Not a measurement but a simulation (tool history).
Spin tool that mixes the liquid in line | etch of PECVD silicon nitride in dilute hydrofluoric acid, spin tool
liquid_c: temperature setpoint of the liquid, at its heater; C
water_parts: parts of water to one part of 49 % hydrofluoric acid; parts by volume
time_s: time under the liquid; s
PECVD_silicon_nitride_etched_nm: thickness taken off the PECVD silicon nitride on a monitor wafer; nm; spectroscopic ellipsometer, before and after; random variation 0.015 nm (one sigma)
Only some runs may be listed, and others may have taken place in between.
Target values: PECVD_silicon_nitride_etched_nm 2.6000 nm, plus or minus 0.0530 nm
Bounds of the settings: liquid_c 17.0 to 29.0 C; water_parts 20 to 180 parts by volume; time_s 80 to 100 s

run  hour  liquid_c  water_parts  time_s  PECVD_silicon_nitride_etched_nm
  1   0.0      21.0          100     100                           3.0635
  2   7.8      20.5          100     100                           2.9225
  3  14.5      20.5          135     100                           2.1692
  4  19.4      21.0          135     100                           2.2383
  5  23.9      21.0          160     100                           1.9264
  6  29.5      22.0          160     100                           2.0240
  7  36.0      23.0          160     100                           2.1921
  8  37.7      23.5          160     100                           2.2646
  9  38.7      24.0          160     100                           2.3416
 10  47.4      24.5          160     100                           2.4032
 11  51.0      25.0          160     100                           2.4791

Which single option among these 5 for the next run brings every result within its allowed miss of target? Just one does.
  A  54.6      25.0          155      95                                ?
  B  54.6      25.5          155      90                                ?
  C  54.6      24.5          135      85                                ?
  D  54.6      28.0          155      85                                ?
  E  54.6      26.0          150      85                                ?

move  PECVD_silicon_nitride_etched_nm
   A                           2.4326
   B                           2.3791
   C                           2.4174
   D                           2.6292
   E                           2.3965
A: moves away from the targets compared with the last run
B: moves away from the targets compared with the last run
C: moves away from the targets compared with the last run
D: every result within its allowed miss
E: moves away from the targets compared with the last run
Move D is the one to make.

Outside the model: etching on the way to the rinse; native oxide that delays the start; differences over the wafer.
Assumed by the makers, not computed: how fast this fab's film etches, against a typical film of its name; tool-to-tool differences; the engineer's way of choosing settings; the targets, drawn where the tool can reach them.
